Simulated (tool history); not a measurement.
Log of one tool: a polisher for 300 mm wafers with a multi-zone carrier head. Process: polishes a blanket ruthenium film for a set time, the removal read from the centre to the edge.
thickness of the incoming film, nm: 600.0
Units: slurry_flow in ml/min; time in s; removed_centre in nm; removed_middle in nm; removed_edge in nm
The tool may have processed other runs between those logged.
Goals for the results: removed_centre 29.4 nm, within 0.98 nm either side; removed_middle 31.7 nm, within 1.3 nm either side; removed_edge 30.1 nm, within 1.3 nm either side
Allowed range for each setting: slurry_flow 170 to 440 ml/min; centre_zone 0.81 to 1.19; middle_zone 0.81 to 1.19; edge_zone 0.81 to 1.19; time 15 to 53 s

run  hour  slurry_flow  centre_zone  middle_zone  edge_zone  time  removed_centre  removed_middle  removed_edge
  1     0          280            1            1          1    34          40.885          38.697        40.772
  2   4.8          280         0.97         1.01       0.96    32          37.668           36.73        36.455
  3  11.5          280         0.91         1.01       0.96    32          34.881          37.306        35.661
  4  14.5          280         0.91         1.01       1.01    32          35.217          36.631        37.898
  5  21.2          280         0.91         1.01       1.07    32          35.862          36.588        38.789
  6  26.6          280          0.9            1       1.02    31          33.902          35.748        35.523
  7  32.4          275         0.88         0.96       1.01    31          33.703          33.997        36.387
  8    35          275         0.87         0.96       0.97    30          32.239          32.953        35.105
  9  41.2          275         0.87         0.97       0.94    29          31.047          32.581        32.355
 10  44.3          270         0.86         0.97       0.92    29          30.409          32.426        32.255
 11  53.2          270         0.86         0.97        0.9    29          31.088          32.491        32.605

Exactly one of the 4 candidate moves below puts every result within its allowed miss. Which one?
  A  62.1          195         0.84         0.98       0.82    29               ?               ?             ?
  B  62.1          260         0.85         0.83       0.93    30               ?               ?             ?
  C  62.1          275         0.92         0.94       0.81    29               ?               ?             ?
  D  62.1          270         1.01         0.97       0.82    26               ?               ?             ?

move  removed_centre  removed_middle  removed_edge
   A          28.939          31.229        29.905
   B          31.283          29.081        33.633
   C          32.275           31.33        30.634
   D          30.984          28.776        27.564
A: all results in spec
B: misses by more than the last run did
C: brings the result that was furthest off to its target, and leaves another outside
D: takes the biggest miss from the last run beyond its target
Answer: A
